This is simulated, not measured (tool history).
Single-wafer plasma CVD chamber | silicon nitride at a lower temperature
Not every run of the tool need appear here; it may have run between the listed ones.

| run | hour | heater temperature setpoint (K) | chamber pressure (Pa) | RF power (kW) | deposition time (s) | mean film thickness on the monitor wafer (Å) |
|---|---|---|---|---|---|---|
| 1 | 0 | 638.15 | 225 | 0.27 | 45.4 | 510.59 |
| 2 | 2.1 | 638.15 | 232 | 0.27 | 45.4 | 516.39 |
| 3 | 2.9 | 638.15 | 237 | 0.27 | 45.4 | 517.75 |
| 4 | 10.7 | 638.15 | 271 | 0.27 | 45.4 | 531.92 |
| 5 | 13.5 | 638.15 | 271 | 0.24 | 45.4 | 495.26 |
| 6 | 19 | 645.15 | 271 | 0.24 | 45.4 | 495.14 |
| 7 | 25.5 | 645.15 | 277 | 0.245 | 45.4 | 500.67 |
| 8 | 31.9 | 645.15 | 277 | 0.245 | 45.4 | 500.02 |
| 9 | 33.6 | 644.15 | 285 | 0.25 | 45.4 | 507.72 |
| 10 | 34.8 | 644.15 | 291 | 0.255 | 45.4 | 519.27 |
| 11 | 43.6 | 644.15 | 295 | 0.255 | 45.4 | 518.95 |

Run 12 is up next; what results do you expect?
| 12 | 52.1 | 644.15 | 299 | 0.255 | 45.4 | ? |

mean film thickness on the monitor wafer (Å): 520.73
